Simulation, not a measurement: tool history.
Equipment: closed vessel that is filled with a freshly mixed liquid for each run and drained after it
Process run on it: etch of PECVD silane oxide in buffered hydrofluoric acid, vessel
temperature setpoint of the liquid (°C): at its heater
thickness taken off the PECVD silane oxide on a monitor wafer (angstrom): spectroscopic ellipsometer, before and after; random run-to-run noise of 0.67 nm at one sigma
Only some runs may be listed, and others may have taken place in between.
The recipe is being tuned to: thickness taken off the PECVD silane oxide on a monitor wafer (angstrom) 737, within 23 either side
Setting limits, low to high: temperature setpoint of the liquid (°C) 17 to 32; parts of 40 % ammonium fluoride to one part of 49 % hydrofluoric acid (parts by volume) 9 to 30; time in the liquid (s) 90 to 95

| run | hour | temperature setpoint of the liquid (°C) | parts of 40 % ammonium fluoride to one part of 49 % hydrofluoric acid (parts by volume) | time in the liquid (s) | thickness taken off the PECVD silane oxide on a monitor wafer (angstrom) |
|---|---|---|---|---|---|
| 1 | 0 | 25 | 24 | 90 | 623.62 |
| 2 | 7 | 25 | 24 | 90 | 619.89 |
| 3 | 14.6 | 27 | 24 | 90 | 707.17 |
| 4 | 18.2 | 27.5 | 24 | 90 | 704.7 |
| 5 | 22.9 | 27.5 | 29.5 | 90 | 618.82 |
| 6 | 24.5 | 28.5 | 29.5 | 90 | 660.08 |
| 7 | 28.2 | 29 | 29.5 | 90 | 667.61 |
| 8 | 33.7 | 29.5 | 29.5 | 90 | 672.7 |
| 9 | 38.7 | 30 | 29.5 | 90 | 712.99 |

Which of these 5 next moves meets every target?
| A | 43.7 | 32 | 29 | 90 | ? |
| B | 43.7 | 31 | 29.5 | 95 | ? |
| C | 43.7 | 30.5 | 29 | 90 | ? |
| D | 43.7 | 32 | 28.5 | 90 | ? |
| E | 43.7 | 28 | 29.5 | 95 | ? |

| move | thickness taken off the PECVD silane oxide on a monitor wafer (angstrom) |
|---|---|
| A | 789.18 |
| B | 781.08 |
| C | 729.03 |
| D | 798.53 |
| E | 665.52 |
A: the result that was furthest off in the last run now lies on the other side of its target
B: the result that was furthest off in the last run now lies on the other side of its target
C: in spec on every target
D: the result that was furthest off in the last run now lies on the other side of its target
E: the biggest miss grows against the last run
Go with C: it meets all targets.
